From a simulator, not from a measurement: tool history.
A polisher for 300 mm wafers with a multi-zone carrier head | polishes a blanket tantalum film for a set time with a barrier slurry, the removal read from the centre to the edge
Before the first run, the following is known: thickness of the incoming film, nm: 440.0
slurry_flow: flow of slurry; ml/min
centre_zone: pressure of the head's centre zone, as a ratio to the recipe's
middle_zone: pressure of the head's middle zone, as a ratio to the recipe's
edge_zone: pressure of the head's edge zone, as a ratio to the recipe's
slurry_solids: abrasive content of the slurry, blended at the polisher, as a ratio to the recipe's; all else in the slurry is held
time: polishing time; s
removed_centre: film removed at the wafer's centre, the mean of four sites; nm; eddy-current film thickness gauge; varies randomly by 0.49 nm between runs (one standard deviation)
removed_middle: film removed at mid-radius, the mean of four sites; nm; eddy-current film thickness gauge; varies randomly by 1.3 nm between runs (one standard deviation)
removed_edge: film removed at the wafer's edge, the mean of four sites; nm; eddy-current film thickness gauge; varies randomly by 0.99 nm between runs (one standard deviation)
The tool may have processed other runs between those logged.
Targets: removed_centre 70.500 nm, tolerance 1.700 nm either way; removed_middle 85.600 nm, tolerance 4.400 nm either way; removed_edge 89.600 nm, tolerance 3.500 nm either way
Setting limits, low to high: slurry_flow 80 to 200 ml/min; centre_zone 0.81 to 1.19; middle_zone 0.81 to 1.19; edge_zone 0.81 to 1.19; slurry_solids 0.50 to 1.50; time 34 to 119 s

Run 1, hour 0.0: slurry_flow 130 ml/min, centre_zone 1.00, middle_zone 1.00, edge_zone 1.00, slurry_solids 1.00, time 76 s. Result: removed_centre 118.600 nm, removed_middle 114.000 nm, removed_edge 116.280 nm.
Run 2, hour 6.2: slurry_flow 130 ml/min, centre_zone 1.00, middle_zone 1.00, edge_zone 1.00, slurry_solids 0.90, time 76 s. Result: removed_centre 114.140 nm, removed_middle 110.680 nm, removed_edge 110.760 nm.
Run 3, hour 10.0: slurry_flow 115 ml/min, centre_zone 0.95, middle_zone 0.99, edge_zone 1.03, slurry_solids 0.80, time 75 s. Result: removed_centre 96.932 nm, removed_middle 103.500 nm, removed_edge 102.120 nm.
Run 4, hour 14.2: slurry_flow 115 ml/min, centre_zone 0.95, middle_zone 1.06, edge_zone 1.03, slurry_solids 0.80, time 75 s. Result: removed_centre 96.999 nm, removed_middle 106.260 nm, removed_edge 103.700 nm.
Run 5, hour 23.0: slurry_flow 105 ml/min, centre_zone 0.92, middle_zone 1.01, edge_zone 1.06, slurry_solids 0.75, time 75 s. Result: removed_centre 89.138 nm, removed_middle 97.388 nm, removed_edge 101.160 nm.
Run 6, hour 25.3: slurry_flow 100 ml/min, centre_zone 0.89, middle_zone 1.00, edge_zone 1.05, slurry_solids 0.70, time 75 s. Result: removed_centre 82.186 nm, removed_middle 94.076 nm, removed_edge 94.095 nm.
Run 7, hour 33.2: slurry_flow 95 ml/min, centre_zone 0.87, middle_zone 0.99, edge_zone 1.06, slurry_solids 0.70, time 75 s. Result: removed_centre 79.057 nm, removed_middle 88.690 nm, removed_edge 95.470 nm.
Run 8, hour 35.2: slurry_flow 85 ml/min, centre_zone 0.81, middle_zone 1.03, edge_zone 1.00, slurry_solids 0.60, time 75 s. Result: removed_centre 63.741 nm, removed_middle 80.336 nm, removed_edge 83.337 nm.
Run 9, hour 42.5: slurry_flow 95 ml/min, centre_zone 0.81, middle_zone 1.02, edge_zone 1.01, slurry_solids 0.60, time 75 s. Result: removed_centre 66.467 nm, removed_middle 85.481 nm, removed_edge 86.523 nm.
Run 10, hour 50.1: slurry_flow 100 ml/min, centre_zone 0.81, middle_zone 1.00, edge_zone 1.02, slurry_solids 0.60, time 75 s. Result: removed_centre 67.487 nm, removed_middle 84.745 nm, removed_edge 85.503 nm.
Run 11, hour 59.1: slurry_flow 100 ml/min, centre_zone 0.81, middle_zone 1.00, edge_zone 1.04, slurry_solids 0.60, time 75 s. Result: removed_centre 67.944 nm, removed_middle 84.126 nm, removed_edge 87.931 nm.

Consider the 5 candidate settings below. Which is the only one whose results all fall within their allowed miss of target?
Run A, hour 68.1: slurry_flow 80 ml/min, centre_zone 0.85, middle_zone 1.02, edge_zone 1.05, slurry_solids 0.80, time 69 s. Result: removed_centre ?, removed_middle ?, removed_edge ?.
Run B, hour 68.1: slurry_flow 80 ml/min, centre_zone 0.84, middle_zone 1.05, edge_zone 0.96, slurry_solids 0.50, time 89 s. Result: removed_centre ?, removed_middle ?, removed_edge ?.
Run C, hour 68.1: slurry_flow 115 ml/min, centre_zone 0.84, middle_zone 1.05, edge_zone 0.99, slurry_solids 0.60, time 71 s. Result: removed_centre ?, removed_middle ?, removed_edge ?.
Run D, hour 68.1: slurry_flow 125 ml/min, centre_zone 0.81, middle_zone 1.05, edge_zone 0.92, slurry_solids 0.50, time 78 s. Result: removed_centre ?, removed_middle ?, removed_edge ?.
Run E, hour 68.1: slurry_flow 90 ml/min, centre_zone 0.94, middle_zone 0.99, edge_zone 0.93, slurry_solids 0.50, time 85 s. Result: removed_centre ?, removed_middle ?, removed_edge ?.

move  removed_centre  removed_middle  removed_edge
   A          70.427          85.668        88.998
   B          68.360          86.245        84.429
   C          70.465          87.331        83.244
   D          67.502          86.560        79.772
   E          76.776          81.697        81.977
A: all results land within tolerance of their targets
B: no nearer and no further than the last run
C: brings the result that was furthest off to its target, and leaves another outside
D: moves away from the targets compared with the last run
E: takes the result that was furthest off past its target
The move that meets every target is A.

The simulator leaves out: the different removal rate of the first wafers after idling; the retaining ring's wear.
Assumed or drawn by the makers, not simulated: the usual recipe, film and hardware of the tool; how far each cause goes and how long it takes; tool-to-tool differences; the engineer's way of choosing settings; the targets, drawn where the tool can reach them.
